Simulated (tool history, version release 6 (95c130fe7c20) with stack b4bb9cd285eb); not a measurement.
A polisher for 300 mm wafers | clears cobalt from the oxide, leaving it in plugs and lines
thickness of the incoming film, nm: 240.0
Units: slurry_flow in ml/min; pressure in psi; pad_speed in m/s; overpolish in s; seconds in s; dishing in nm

run,hour,slurry_flow,pressure,pad_speed,overpolish,seconds,dishing
1,0.0,260,1.8,1.04,26,44.103,60.515
2,3.5,260,1.8,1.04,16,43.192,49.904
3,4.4,290,1.8,1.04,16,43.767,50.815
4,5.2,290,1.6,1.04,16,47.670,47.306
5,9.9,290,1.8,1.06,15,42.772,51.236
6,11.7,290,1.8,1.18,15,37.724,51.637

Run 7 comes next. What will it give?
7,17.8,290,1.9,1.18,15,?,?

Run 7 gave seconds 36.379 s, dishing 54.591 nm.

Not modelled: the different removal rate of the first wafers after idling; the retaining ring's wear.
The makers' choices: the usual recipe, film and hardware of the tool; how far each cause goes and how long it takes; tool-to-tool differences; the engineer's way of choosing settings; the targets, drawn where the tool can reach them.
